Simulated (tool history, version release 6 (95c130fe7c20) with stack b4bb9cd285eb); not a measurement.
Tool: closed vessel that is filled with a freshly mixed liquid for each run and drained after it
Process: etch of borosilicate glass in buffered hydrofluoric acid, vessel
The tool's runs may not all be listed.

run  hour  temperature setpoint of the liquid (K)  parts of 40 % ammonium fluoride to one part of 49 % hydrofluoric acid (parts by volume)  time in the liquid (s)  thickness taken off the borosilicate glass on a monitor wafer (Å)
  1   0.0                                  296.15                                                                                      9.0                      35                                                             433.56
  2   1.8                                  297.15                                                                                      8.5                      35                                                             483.80
  3   2.9                                  297.15                                                                                      8.5                      35                                                             484.30
  4   9.2                                  298.65                                                                                      8.5                      35                                                             524.23
  5  10.2                                  299.15                                                                                      8.0                      35                                                             575.51
  6  13.3                                  299.15                                                                                      8.0                      30                                                             497.07
  7  17.9                                  299.65                                                                                      7.5                      30                                                             547.11

The next listed run, before its measurement:
  8  23.2                                  300.15                                                                                      7.0                      30                                                                  ?

thickness taken off the borosilicate glass on a monitor wafer (Å): 607.43
